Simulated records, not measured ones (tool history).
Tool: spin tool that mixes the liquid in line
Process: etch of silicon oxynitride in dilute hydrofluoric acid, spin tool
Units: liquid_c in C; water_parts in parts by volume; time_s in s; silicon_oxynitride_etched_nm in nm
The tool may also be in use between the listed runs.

| run | hour | liquid_c | water_parts | time_s | silicon_oxynitride_etched_nm |
|---|---|---|---|---|---|
| 1 | 0.0 | 25.0 | 40 | 55 | 8.5312 |
| 2 | 8.9 | 27.5 | 35 | 55 | 10.8830 |
| 3 | 14.6 | 26.0 | 35 | 55 | 10.3780 |
| 4 | 16.9 | 28.0 | 35 | 55 | 11.1660 |
| 5 | 17.9 | 29.5 | 35 | 55 | 12.1310 |
| 6 | 19.6 | 29.5 | 35 | 40 | 8.7494 |
| 7 | 23.4 | 30.0 | 30 | 45 | 11.9580 |
| 8 | 26.5 | 31.0 | 30 | 45 | 12.3450 |

Forecast run 9:
| 9 | 27.4 | 31.5 | 30 | 45 | ? |

Run 9 gave silicon_oxynitride_etched_nm 12.7660 nm.
